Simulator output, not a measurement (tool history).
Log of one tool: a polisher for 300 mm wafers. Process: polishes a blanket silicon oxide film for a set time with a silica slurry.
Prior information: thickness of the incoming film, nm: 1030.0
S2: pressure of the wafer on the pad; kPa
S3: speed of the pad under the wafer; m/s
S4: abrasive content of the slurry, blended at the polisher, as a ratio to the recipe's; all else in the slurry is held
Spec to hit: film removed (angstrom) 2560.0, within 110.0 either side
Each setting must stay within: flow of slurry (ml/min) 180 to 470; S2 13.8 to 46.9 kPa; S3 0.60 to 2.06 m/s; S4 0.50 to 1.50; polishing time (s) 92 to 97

run 1 hour=0.0 | flow_of_slurry_(ml/min)=300 S2=30.3 S3=1.32 S4=1.00 polishing_time_(s)=92 | film_removed_(angstrom)=3669.2
run 2 hour=4.3 | flow_of_slurry_(ml/min)=275 S2=30.3 S3=1.32 S4=1.00 polishing_time_(s)=92 | film_removed_(angstrom)=3653.5
run 3 hour=12.1 | flow_of_slurry_(ml/min)=245 S2=30.3 S3=1.32 S4=1.00 polishing_time_(s)=92 | film_removed_(angstrom)=3562.1
run 4 hour=17.8 | flow_of_slurry_(ml/min)=245 S2=27.6 S3=1.30 S4=1.00 polishing_time_(s)=92 | film_removed_(angstrom)=3157.6
run 5 hour=20.4 | flow_of_slurry_(ml/min)=245 S2=27.6 S3=1.58 S4=1.00 polishing_time_(s)=92 | film_removed_(angstrom)=3646.9
run 6 hour=29.3 | flow_of_slurry_(ml/min)=245 S2=27.6 S3=1.58 S4=1.15 polishing_time_(s)=92 | film_removed_(angstrom)=3860.0
run 7 hour=36.8 | flow_of_slurry_(ml/min)=240 S2=24.1 S3=1.56 S4=1.15 polishing_time_(s)=92 | film_removed_(angstrom)=3377.8
run 8 hour=40.4 | flow_of_slurry_(ml/min)=235 S2=22.1 S3=1.56 S4=1.15 polishing_time_(s)=92 | film_removed_(angstrom)=3040.4
run 9 hour=42.5 | flow_of_slurry_(ml/min)=235 S2=20.7 S3=1.56 S4=1.15 polishing_time_(s)=92 | film_removed_(angstrom)=2877.0
run 10 hour=47.7 | flow_of_slurry_(ml/min)=235 S2=20.0 S3=1.56 S4=1.15 polishing_time_(s)=92 | film_removed_(angstrom)=2751.3
run 11 hour=49.3 | flow_of_slurry_(ml/min)=235 S2=19.3 S3=1.56 S4=1.15 polishing_time_(s)=92 | film_removed_(angstrom)=2700.9
run 12 hour=53.5 | flow_of_slurry_(ml/min)=235 S2=17.2 S3=1.56 S4=1.15 polishing_time_(s)=92 | film_removed_(angstrom)=2408.2

Of the 5 settings listed for the next run, only one would bring every result within its allowed miss of target. Which one?
run A hour=57.7 | flow_of_slurry_(ml/min)=270 S2=15.9 S3=1.58 S4=1.35 polishing_time_(s)=96 | film_removed_(angstrom)=?
run B hour=57.7 | flow_of_slurry_(ml/min)=210 S2=14.5 S3=1.86 S4=1.15 polishing_time_(s)=92 | film_removed_(angstrom)=?
run C hour=57.7 | flow_of_slurry_(ml/min)=275 S2=18.6 S3=1.58 S4=1.10 polishing_time_(s)=97 | film_removed_(angstrom)=?
run D hour=57.7 | flow_of_slurry_(ml/min)=355 S2=14.5 S3=1.82 S4=1.05 polishing_time_(s)=92 | film_removed_(angstrom)=?
run E hour=57.7 | flow_of_slurry_(ml/min)=250 S2=15.2 S3=1.62 S4=1.20 polishing_time_(s)=92 | film_removed_(angstrom)=?

move=A film_removed_(angstrom)=2515.2
move=B film_removed_(angstrom)=2272.8
move=C film_removed_(angstrom)=2756.0
move=D film_removed_(angstrom)=2295.1
move=E film_removed_(angstrom)=2237.2
A: hits every target within its allowed miss
B: misses by more than the last run did
C: moves the result that the last run missed by most past its target, out the other side
D: misses by more than the last run did
E: misses by more than the last run did
Answer: A
